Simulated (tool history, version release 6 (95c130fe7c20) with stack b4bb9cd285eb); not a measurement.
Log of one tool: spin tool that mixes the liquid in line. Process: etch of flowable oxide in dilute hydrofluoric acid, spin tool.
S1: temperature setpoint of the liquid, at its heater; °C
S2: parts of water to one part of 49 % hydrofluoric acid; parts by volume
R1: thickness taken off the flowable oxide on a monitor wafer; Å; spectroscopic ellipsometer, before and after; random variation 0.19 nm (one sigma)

Run 1, hour 0: S1 23 °C, S2 175 parts by volume, time under the liquid (s) 80. Result: R1 104.19 Å.
Run 2, hour 2.2: S1 23 °C, S2 175 parts by volume, time under the liquid (s) 85. Result: R1 111.76 Å.
Run 3, hour 10.3: S1 23 °C, S2 175 parts by volume, time under the liquid (s) 80. Result: R1 104.02 Å.
Run 4, hour 15.2: S1 23 °C, S2 175 parts by volume, time under the liquid (s) 85. Result: R1 111.85 Å.
Run 5, hour 19.7: S1 23 °C, S2 140 parts by volume, time under the liquid (s) 85. Result: R1 142.69 Å.
Run 6, hour 24.9: S1 20.5 °C, S2 140 parts by volume, time under the liquid (s) 85. Result: R1 131.54 Å.
Run 7, hour 28.4: S1 22 °C, S2 130 parts by volume, time under the liquid (s) 85. Result: R1 150.55 Å.
Run 8, hour 29.6: S1 26 °C, S2 70 parts by volume, time under the liquid (s) 85. Result: R1 359.45 Å.
Run 9, hour 36.5: S1 25.5 °C, S2 70 parts by volume, time under the liquid (s) 85. Result: R1 352.88 Å.
Run 10, hour 37.6: S1 24.5 °C, S2 70 parts by volume, time under the liquid (s) 85. Result: R1 335.71 Å.
At hour 46.6: hydrofluoric acid flow meter replaced.
Run 11, hour 46.6: S1 23.5 °C, S2 70 parts by volume, time under the liquid (s) 85. Result: R1 367.27 Å.

The next listed run, before its measurement:
Run 12, hour 51.6: S1 23 °C, S2 70 parts by volume, time under the liquid (s) 85. Result: R1 ?.

{"run 12": {"R1": 360.37}}
